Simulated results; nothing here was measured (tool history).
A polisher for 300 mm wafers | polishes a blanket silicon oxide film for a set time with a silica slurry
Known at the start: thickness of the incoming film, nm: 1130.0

run	hour	flow of slurry (ml/min)	pressure of the wafer on the pad (psi)	speed of the pad under the wafer (cm/s)	abrasive content of the slurry	polishing time (s)	film removed (angstrom)
1	0.0	195	3.8	118	1.0	59	1957.6
2	3.0	195	4.0	118	1.0	59	2086.5
3	8.8	195	4.1	118	1.0	59	2116.7
4	16.2	195	4.3	118	1.0	59	2243.2
5	23.9	195	4.4	118	1.0	59	2282.8
6	28.1	175	4.4	118	1.0	59	2284.3
7	30.6	175	4.5	118	1.0	59	2286.0
8	35.2	180	4.6	118	1.0	59	2393.1

The next listed run, before its measurement:
9	38.2	180	4.7	118	1.0	59	?

Run 9 gave film removed (angstrom) 2360.2.

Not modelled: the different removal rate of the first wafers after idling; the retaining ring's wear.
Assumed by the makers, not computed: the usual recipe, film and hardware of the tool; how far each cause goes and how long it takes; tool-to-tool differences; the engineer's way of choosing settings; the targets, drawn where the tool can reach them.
